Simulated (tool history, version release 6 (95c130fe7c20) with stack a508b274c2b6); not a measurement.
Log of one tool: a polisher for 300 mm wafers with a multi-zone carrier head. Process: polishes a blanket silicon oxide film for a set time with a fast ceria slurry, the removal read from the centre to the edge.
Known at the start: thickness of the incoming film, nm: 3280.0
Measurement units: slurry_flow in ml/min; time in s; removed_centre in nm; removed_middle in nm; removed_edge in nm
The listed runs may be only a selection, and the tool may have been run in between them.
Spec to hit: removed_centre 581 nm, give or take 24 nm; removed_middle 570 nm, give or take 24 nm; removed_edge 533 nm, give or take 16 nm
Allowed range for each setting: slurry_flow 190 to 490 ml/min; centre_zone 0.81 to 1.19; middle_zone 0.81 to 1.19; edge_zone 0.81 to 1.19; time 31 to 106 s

run  hour  slurry_flow  centre_zone  middle_zone  edge_zone  time  removed_centre  removed_middle  removed_edge
  1     0          315            1            1          1    68          706.96          679.56        693.66
  2     4          315            1         1.06          1    68          691.24          703.56        691.38
  3   6.1          315            1         1.05       0.97    65          678.87          661.51        664.91
  4   8.7          320         1.01         1.08       0.96    62          654.43          659.66        631.64
  5    16          320         1.01         1.08       0.95    60             626           635.3        603.44
  6    18          320         1.01         1.08       0.88    60          625.85          653.83        576.67
  7  21.3          315         1.01         1.06       0.87    59          607.21          612.35        566.22
  8  27.8          310         1.01         1.05       0.86    59          626.37          618.67        564.98
  9  34.3          310            1         1.04       0.85    58          599.95          597.65        544.47
 10  39.3          305            1         1.03       0.85    58          593.91          598.61        548.25

Of the 5 settings listed for the next run, only one would bring every result within its allowed miss of target. Which one?
  A  44.3          260         0.97         1.06       0.88    59               ?               ?             ?
  B  44.3          285         0.97            1       0.82    57               ?               ?             ?
  C  44.3          300         0.98         0.97       0.96    58               ?               ?             ?
  D  44.3          310          0.9         0.96       0.92    59               ?               ?             ?
  E  44.3          320         0.96         1.16       0.81    58               ?               ?             ?

move  removed_centre  removed_middle  removed_edge
   A          599.32           616.9        563.06
   B          584.59          575.92        531.09
   C           603.2          575.63        582.98
   D          572.01          583.08         582.7
   E          596.96          662.13        540.83
A: the biggest miss grows against the last run
B: meets every target
C: gets the furthest-off result to its target, but another result is out of tolerance
D: gets the furthest-off result to its target, but another result is out of tolerance
E: the biggest miss grows against the last run
So the answer is move B, the one that meets all the targets.

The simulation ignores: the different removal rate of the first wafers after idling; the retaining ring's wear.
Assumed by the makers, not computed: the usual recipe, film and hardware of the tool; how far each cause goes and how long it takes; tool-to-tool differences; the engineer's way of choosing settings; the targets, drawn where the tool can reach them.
